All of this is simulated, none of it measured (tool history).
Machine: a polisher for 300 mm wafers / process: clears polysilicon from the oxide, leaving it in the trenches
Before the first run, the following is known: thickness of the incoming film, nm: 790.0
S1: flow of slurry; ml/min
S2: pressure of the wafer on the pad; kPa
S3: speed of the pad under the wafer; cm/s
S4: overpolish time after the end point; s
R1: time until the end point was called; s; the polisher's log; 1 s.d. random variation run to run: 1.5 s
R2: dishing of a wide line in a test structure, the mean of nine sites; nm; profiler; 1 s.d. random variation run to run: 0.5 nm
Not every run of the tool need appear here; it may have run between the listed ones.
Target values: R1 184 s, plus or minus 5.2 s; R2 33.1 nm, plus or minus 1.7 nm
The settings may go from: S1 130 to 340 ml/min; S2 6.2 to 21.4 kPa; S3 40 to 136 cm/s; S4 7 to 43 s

run  hour   S1    S2  S3  S4      R1      R2
  1     0  220  13.8  88  22  117.21   47.14
  2   0.8  170  13.8  88  22  121.63  48.237
  3   1.6  195  12.4  88  20  133.68  45.749
  4   5.7  215  11.7  88  18  137.55  44.052
  5   9.4  215  11.7  76  18  149.18   43.23
  6  15.8  215  11.7  76  12  152.61  35.634
  7  23.5  210  11.7  76  12  151.46  36.114
  8  27.4  205    11  76  11  160.64   32.86
  9  28.2  200    11  76  11   160.9  33.682
 10  30.1  195    11  76  11  162.05  32.362
 11  32.6  190    11  76  12  163.22  34.171
 12    40  175     9  76  10  197.23  26.639
 13  46.6  185     9  76  10  201.04  26.951
 14  50.7  195     9  76  10  199.18  27.303
 15  58.6  255   9.7  76  20  179.96   40.92
 16  66.3  245   9.7  76  19  179.62  41.808
 17  69.2  235   9.7  76  18  181.89  39.603
 18    70  230   9.7  76  17  180.86  37.581
 19  70.8  225   9.7  76  17  180.08   38.15
 20  76.9  285   8.3  76   7  205.89  20.137
 21    85  275   8.3  74   8  209.31  21.998
     92.2  -- worn pad replaced by a new one
 22  92.2  215    11  72  18  148.24  42.764

Which of these 5 next moves meets every target?
  A  99.4  250  10.3  52  17   ?   ?
  B  99.4  215     9  78  12   ?   ?
  C  99.4  200  12.4  74  11   ?   ?
  D  99.4  210   8.3  80  13   ?   ?
  E  99.4  170   7.6  86  19   ?   ?

move      R1      R2
   A  180.86  37.682
   B  170.83  32.403
   C  129.88   35.83
   D  182.23  32.688
   E  195.22  38.286
A: brings the result that was furthest off to its target, and leaves another outside
B: closer than the last run, but not yet in spec
C: further off than the last run
D: all results in spec
E: takes the result that was furthest off past its target
D meets every target.
